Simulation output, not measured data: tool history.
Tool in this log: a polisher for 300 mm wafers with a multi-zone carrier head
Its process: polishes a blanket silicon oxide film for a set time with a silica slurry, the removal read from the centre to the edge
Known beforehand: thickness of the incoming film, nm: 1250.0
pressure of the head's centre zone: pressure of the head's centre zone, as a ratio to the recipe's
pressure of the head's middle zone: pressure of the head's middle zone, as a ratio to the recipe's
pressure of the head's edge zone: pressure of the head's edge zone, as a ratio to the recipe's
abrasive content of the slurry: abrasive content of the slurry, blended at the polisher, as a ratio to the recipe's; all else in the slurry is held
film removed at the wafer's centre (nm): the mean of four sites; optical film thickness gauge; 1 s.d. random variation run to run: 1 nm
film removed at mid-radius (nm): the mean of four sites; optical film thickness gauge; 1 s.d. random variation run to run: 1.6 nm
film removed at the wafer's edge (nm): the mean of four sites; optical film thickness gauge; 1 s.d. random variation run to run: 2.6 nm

| run | hour | flow of slurry (ml/min) | pressure of the head's centre zone | pressure of the head's middle zone | pressure of the head's edge zone | abrasive content of the slurry | polishing time (s) | film removed at the wafer's centre (nm) | film removed at mid-radius (nm) | film removed at the wafer's edge (nm) |
|---|---|---|---|---|---|---|---|---|---|---|
| 1 | 0 | 320 | 1 | 1 | 1 | 1 | 81 | 238.73 | 235.18 | 233.46 |
| 2 | 7.3 | 305 | 0.95 | 1.01 | 1 | 0.9 | 81 | 214.13 | 225.36 | 226.99 |
| 3 | 13.9 | 305 | 0.95 | 1.07 | 1 | 0.9 | 81 | 212.42 | 230.24 | 222.81 |
| 4 | 20.4 | 305 | 1.01 | 1.07 | 1 | 0.9 | 81 | 226.9 | 230.94 | 221.71 |
| 5 | 25 | 305 | 1.05 | 1.07 | 1 | 0.9 | 81 | 237.02 | 229.34 | 222.2 |
| 6 | 28 | 295 | 0.99 | 1.07 | 0.98 | 0.8 | 81 | 209.93 | 221.14 | 204.25 |
| 7 | 28.5 | 285 | 0.94 | 1.05 | 0.99 | 0.75 | 81 | 190.27 | 209.12 | 205.83 |

Forecast run 8:
| 8 | 36 | 275 | 0.91 | 1.04 | 0.97 | 0.75 | 81 | ? | ? | ? |

film removed at the wafer's centre (nm): 181.79
film removed at mid-radius (nm): 204.98
film removed at the wafer's edge (nm): 202.05

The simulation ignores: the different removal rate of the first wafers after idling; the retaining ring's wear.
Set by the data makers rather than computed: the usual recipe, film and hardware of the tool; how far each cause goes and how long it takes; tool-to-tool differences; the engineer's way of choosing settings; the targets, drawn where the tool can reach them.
